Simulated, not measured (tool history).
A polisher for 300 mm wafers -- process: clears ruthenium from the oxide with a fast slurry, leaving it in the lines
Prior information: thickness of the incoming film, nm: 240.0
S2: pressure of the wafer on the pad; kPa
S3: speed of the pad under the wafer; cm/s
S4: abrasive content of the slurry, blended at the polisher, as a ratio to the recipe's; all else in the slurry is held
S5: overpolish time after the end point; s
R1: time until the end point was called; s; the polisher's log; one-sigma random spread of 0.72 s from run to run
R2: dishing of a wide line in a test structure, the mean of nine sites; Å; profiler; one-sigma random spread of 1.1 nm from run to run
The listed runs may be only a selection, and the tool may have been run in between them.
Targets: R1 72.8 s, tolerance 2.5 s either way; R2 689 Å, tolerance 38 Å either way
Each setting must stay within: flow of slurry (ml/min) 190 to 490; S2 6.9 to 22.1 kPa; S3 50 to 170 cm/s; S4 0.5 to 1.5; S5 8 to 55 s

Run 1, day 0: flow of slurry (ml/min) 315, S2 14.5 kPa, S3 110 cm/s, S4 1, S5 28 s. Result: R1 65.028 s, R2 626.4 Å.
Run 2, day 0.229: flow of slurry (ml/min) 315, S2 13.8 kPa, S3 110 cm/s, S4 1, S5 30 s. Result: R1 68.403 s, R2 664.63 Å.
Run 3, day 0.446: flow of slurry (ml/min) 315, S2 13.8 kPa, S3 110 cm/s, S4 1, S5 31 s. Result: R1 68.836 s, R2 664.56 Å.
Run 4, day 0.567: flow of slurry (ml/min) 315, S2 13.8 kPa, S3 110 cm/s, S4 1.15, S5 31 s. Result: R1 62.069 s, R2 721.84 Å.
At day 0.738: head pressure recalibrated.
Run 5, day 0.738: flow of slurry (ml/min) 315, S2 13.8 kPa, S3 124 cm/s, S4 1.15, S5 31 s. Result: R1 53.837 s, R2 818.69 Å.
Run 6, day 1.033: flow of slurry (ml/min) 315, S2 13.8 kPa, S3 106 cm/s, S4 1.15, S5 31 s. Result: R1 62.157 s, R2 739.42 Å.
Run 7, day 1.221: flow of slurry (ml/min) 315, S2 13.1 kPa, S3 106 cm/s, S4 1.15, S5 31 s. Result: R1 65.266 s, R2 695.14 Å.
Run 8, day 1.575: flow of slurry (ml/min) 315, S2 11 kPa, S3 106 cm/s, S4 1.15, S5 35 s. Result: R1 77.17 s, R2 675.36 Å.

5 candidate next runs follow, results not yet known. Just one meets every target within its allowed miss. Identify it.
Run A, day 1.929: flow of slurry (ml/min) 325, S2 11 kPa, S3 116 cm/s, S4 1.1, S5 34 s. Result: R1 ?, R2 ?.
Run B, day 1.929: flow of slurry (ml/min) 300, S2 11 kPa, S3 124 cm/s, S4 1.1, S5 34 s. Result: R1 ?, R2 ?.
Run C, day 1.929: flow of slurry (ml/min) 225, S2 12.4 kPa, S3 96 cm/s, S4 1.15, S5 38 s. Result: R1 ?, R2 ?.
Run D, day 1.929: flow of slurry (ml/min) 345, S2 10.3 kPa, S3 96 cm/s, S4 1.4, S5 40 s. Result: R1 ?, R2 ?.
Run E, day 1.929: flow of slurry (ml/min) 310, S2 10.3 kPa, S3 96 cm/s, S4 1.45, S5 41 s. Result: R1 ?, R2 ?.

move      R1      R2
   A  72.682  694.12
   B  68.637  724.84
   C   79.22  707.48
   D  81.695  718.53
   E  81.235  735.05
A: all results in spec
B: pushes the last run's worst result past its target
C: moves away from the targets compared with the last run
D: moves away from the targets compared with the last run
E: moves away from the targets compared with the last run
Move A is the one to make.
